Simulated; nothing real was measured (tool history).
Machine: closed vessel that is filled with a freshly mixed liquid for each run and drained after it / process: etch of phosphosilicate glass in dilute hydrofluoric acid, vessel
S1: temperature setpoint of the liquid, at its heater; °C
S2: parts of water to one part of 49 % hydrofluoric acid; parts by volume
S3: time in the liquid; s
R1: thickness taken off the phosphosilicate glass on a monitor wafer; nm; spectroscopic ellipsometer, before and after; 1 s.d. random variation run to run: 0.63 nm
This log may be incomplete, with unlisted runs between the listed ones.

Run 1, hour 0.0: S1 24.0 °C, S2 130 parts by volume, S3 85 s. Result: R1 76.987 nm.
Run 2, hour 4.6: S1 24.0 °C, S2 160 parts by volume, S3 85 s. Result: R1 60.832 nm.
Run 3, hour 11.3: S1 24.0 °C, S2 160 parts by volume, S3 85 s. Result: R1 60.245 nm.
Run 4, hour 17.3: S1 24.0 °C, S2 180 parts by volume, S3 85 s. Result: R1 52.594 nm.
Run 5, hour 20.0: S1 25.5 °C, S2 165 parts by volume, S3 85 s. Result: R1 62.256 nm.
Run 6, hour 24.8: S1 26.5 °C, S2 150 parts by volume, S3 85 s. Result: R1 71.058 nm.
Run 7, hour 27.7: S1 27.5 °C, S2 135 parts by volume, S3 85 s. Result: R1 84.393 nm.

Predict the results of run 8:
Run 8, hour 31.1: S1 28.5 °C, S2 125 parts by volume, S3 85 s. Result: R1 ?.

Run 8 measured R1 95.211 nm.

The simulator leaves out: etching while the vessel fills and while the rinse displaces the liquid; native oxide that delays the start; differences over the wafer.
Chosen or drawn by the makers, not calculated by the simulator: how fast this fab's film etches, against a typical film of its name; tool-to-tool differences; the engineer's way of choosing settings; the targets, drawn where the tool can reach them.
